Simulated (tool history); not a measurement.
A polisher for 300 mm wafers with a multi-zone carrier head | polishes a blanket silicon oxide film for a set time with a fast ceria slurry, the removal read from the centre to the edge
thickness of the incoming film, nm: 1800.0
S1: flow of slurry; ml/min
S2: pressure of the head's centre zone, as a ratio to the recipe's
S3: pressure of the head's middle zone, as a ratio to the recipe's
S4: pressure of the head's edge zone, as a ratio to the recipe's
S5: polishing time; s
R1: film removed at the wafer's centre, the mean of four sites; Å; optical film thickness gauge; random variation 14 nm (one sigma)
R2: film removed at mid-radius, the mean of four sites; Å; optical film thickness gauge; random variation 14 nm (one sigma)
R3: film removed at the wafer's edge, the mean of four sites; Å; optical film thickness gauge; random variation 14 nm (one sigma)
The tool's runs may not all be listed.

run 1 hour=0.0 | S1=240 S2=1.00 S3=1.00 S4=1.00 S5=52 | R1=7097.2 R2=7387.2 R3=7304.5
run 2 hour=8.8 | S1=245 S2=1.02 S3=1.03 S4=1.01 S5=55 | R1=7999.6 R2=7831.9 R3=7770.5
run 3 hour=10.8 | S1=245 S2=1.02 S3=1.03 S4=1.01 S5=48 | R1=6869.0 R2=6940.1 R3=6705.6
run 4 hour=18.0 | S1=200 S2=1.02 S3=1.03 S4=1.01 S5=48 | R1=6701.8 R2=6920.4 R3=6628.8
run 5 hour=26.4 | S1=200 S2=1.02 S3=1.05 S4=1.00 S5=53 | R1=7425.0 R2=7661.7 R3=7405.4
-- hour=33.6 worn pad replaced by a new one
run 6 hour=33.6 | S1=200 S2=1.02 S3=1.08 S4=0.98 S5=56 | R1=8489.1 R2=8728.4 R3=8189.5
run 7 hour=40.8 | S1=200 S2=1.02 S3=1.08 S4=0.98 S5=56 | R1=8245.6 R2=8731.3 R3=8220.5
run 8 hour=46.3 | S1=200 S2=1.03 S3=1.10 S4=0.97 S5=57 | R1=8520.4 R2=9078.9 R3=8259.7
run 9 hour=53.0 | S1=200 S2=1.03 S3=1.11 S4=0.97 S5=59 | R1=9098.6 R2=9260.3 R3=8351.8

Forecast run 10:
run 10 hour=57.3 | S1=200 S2=1.02 S3=1.11 S4=0.97 S5=61 | R1=? R2=? R3=?

R1: 9110.9 Å
R2: 9843.4 Å
R3: 8593.4 Å

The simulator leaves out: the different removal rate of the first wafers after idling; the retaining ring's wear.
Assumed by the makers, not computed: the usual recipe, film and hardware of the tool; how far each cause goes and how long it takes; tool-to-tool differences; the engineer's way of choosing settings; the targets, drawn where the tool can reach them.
